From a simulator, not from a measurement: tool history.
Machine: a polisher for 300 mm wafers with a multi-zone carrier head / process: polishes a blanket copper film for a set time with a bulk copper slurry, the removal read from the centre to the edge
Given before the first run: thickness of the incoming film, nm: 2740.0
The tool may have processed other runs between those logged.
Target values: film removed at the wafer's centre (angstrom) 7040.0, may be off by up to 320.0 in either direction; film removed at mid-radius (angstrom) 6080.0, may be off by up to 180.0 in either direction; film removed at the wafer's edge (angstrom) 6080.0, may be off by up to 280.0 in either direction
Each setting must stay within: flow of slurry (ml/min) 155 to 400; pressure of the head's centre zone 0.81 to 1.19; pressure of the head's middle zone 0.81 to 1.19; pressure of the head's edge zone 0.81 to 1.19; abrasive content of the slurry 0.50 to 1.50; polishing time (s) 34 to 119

run	hour	flow of slurry (ml/min)	pressure of the head's centre zone	pressure of the head's middle zone	pressure of the head's edge zone	abrasive content of the slurry	polishing time (s)	film removed at the wafer's centre (angstrom)	film removed at mid-radius (angstrom)	film removed at the wafer's edge (angstrom)
1	0.0	255	1.00	1.00	1.00	1.00	76	7107.1	7048.3	7245.7
2	5.7	255	1.02	0.98	0.95	0.90	75	7042.0	6792.9	6942.6
3	8.8	255	1.05	0.97	0.92	0.80	74	7167.9	6687.9	6534.6
4	15.4	255	1.05	0.97	0.87	0.80	74	7124.3	6612.8	6429.4
5	20.8	255	1.05	0.97	0.87	0.80	56	5502.1	4942.7	4872.3
6	24.8	255	1.05	0.97	0.87	0.80	43	4110.6	3819.5	3789.3
7	31.2	265	1.08	0.99	0.89	1.00	49	5057.4	4604.5	4400.6
# hour 34.0: slurry nozzle cleaned
8	34.0	265	1.10	0.99	0.94	1.15	53	5840.4	5157.9	5202.5
9	38.1	270	1.13	1.02	0.97	1.25	53	6082.6	5454.4	5328.0
10	43.7	280	1.15	1.02	1.00	1.35	53	6437.1	5478.0	5375.7
11	51.4	275	1.15	1.03	1.03	1.40	54	6404.2	5687.1	5604.2
12	53.7	280	1.16	1.03	1.05	1.45	55	6738.9	5883.4	5721.7
13	59.2	280	1.16	1.02	1.07	1.45	56	6910.8	5818.0	5993.4

Exercise: of the 4 proposed moves below, exactly one satisfies all targets within the stated allowed misses. Which move is it?
A	64.7	240	1.16	0.99	1.09	1.50	55	?	?	?
B	64.7	215	1.09	0.98	1.03	1.15	60	?	?	?
C	64.7	385	1.19	1.04	1.12	1.50	55	?	?	?
D	64.7	260	1.16	0.93	1.09	1.40	57	?	?	?

move	film removed at the wafer's centre (angstrom)	film removed at mid-radius (angstrom)	film removed at the wafer's edge (angstrom)
A	6596.4	5551.2	5792.7
B	6392.8	5692.2	5849.1
C	7140.6	6070.7	6085.6
D	6838.4	5456.9	5990.8
A: further off than the last run
B: further off than the last run
C: all results in spec
D: further off than the last run
So the answer is move C, the one that meets all the targets.
